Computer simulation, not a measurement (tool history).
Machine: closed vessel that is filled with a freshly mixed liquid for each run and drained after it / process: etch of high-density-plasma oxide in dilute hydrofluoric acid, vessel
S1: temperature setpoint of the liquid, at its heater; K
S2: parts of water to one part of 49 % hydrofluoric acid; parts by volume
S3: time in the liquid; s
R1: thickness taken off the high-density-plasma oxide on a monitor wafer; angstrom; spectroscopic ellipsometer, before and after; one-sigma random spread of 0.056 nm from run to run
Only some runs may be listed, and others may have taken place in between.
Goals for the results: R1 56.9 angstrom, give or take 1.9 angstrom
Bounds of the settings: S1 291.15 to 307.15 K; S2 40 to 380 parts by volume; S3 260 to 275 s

run	hour	S1	S2	S3	R1
1	0	299.15	210	260	75.511
2	1.2	298.15	210	260	73.386
3	5.2	297.15	210	260	70.997
4	9	296.15	210	260	67.712
5	14.4	295.65	210	260	67.506
6	22.7	298.65	210	260	75.358
7	23.9	297.65	210	260	73.176
8	28.3	297.65	210	260	72.524
9	32.9	296.65	210	260	70.534
10	39.1	296.15	210	260	68.019
11	44	296.15	210	260	68.38
12	52.3	295.65	210	260	67.725
13	60.5	295.15	210	260	65.542
14	62.7	294.65	210	260	65.085
15	70.3	294.15	210	260	64.035
16	75.4	293.65	210	260	62.616
17	83.7	293.15	210	260	60.776

5 candidate next runs follow, results not yet known. Just one meets every target within its allowed miss. Identify it.
A	92	294.15	235	265	?
B	92	293.15	235	260	?
C	92	294.15	210	275	?
D	92	292.15	200	260	?
E	92	293.15	240	260	?

move	R1
A	55.31
B	52.262
C	65.825
D	61.096
E	50.932
A: every result lands within tolerance
B: takes the biggest miss from the last run beyond its target
C: its largest miss is bigger than the last run's
D: its largest miss is bigger than the last run's
E: takes the biggest miss from the last run beyond its target
Move A is the one to make.

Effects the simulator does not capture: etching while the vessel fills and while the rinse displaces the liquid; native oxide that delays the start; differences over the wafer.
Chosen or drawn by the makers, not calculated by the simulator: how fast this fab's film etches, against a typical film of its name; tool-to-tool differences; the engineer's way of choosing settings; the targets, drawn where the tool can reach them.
